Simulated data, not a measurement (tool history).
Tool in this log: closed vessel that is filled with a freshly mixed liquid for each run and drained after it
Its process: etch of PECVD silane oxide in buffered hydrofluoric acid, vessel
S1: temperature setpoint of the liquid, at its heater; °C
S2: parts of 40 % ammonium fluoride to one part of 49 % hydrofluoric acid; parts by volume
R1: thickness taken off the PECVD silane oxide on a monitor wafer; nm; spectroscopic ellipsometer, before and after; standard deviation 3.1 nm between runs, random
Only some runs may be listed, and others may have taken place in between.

{"run": 1, "hour": 0.0, "S1": 22, "S2": 10, "time in the liquid (s)": 90, "R1": 335.3}
{"run": 2, "hour": 7.8, "S1": 22, "S2": 13, "time in the liquid (s)": 90, "R1": 260.38}
{"run": 3, "hour": 8.6, "S1": 24.5, "S2": 12.5, "time in the liquid (s)": 90, "R1": 313.32}
{"run": 4, "hour": 14.8, "S1": 24.5, "S2": 12.5, "time in the liquid (s)": 90, "R1": 312.08}
{"run": 5, "hour": 20.1, "S1": 26, "S2": 12, "time in the liquid (s)": 90, "R1": 347.86}
{"run": 6, "hour": 27.9, "S1": 26, "S2": 12, "time in the liquid (s)": 100, "R1": 388.07}

For run 7, what comes out?
{"run": 7, "hour": 36.1, "S1": 27, "S2": 12, "time in the liquid (s)": 100, "R1": "?"}

{"run 7": {"R1": 414.99}}
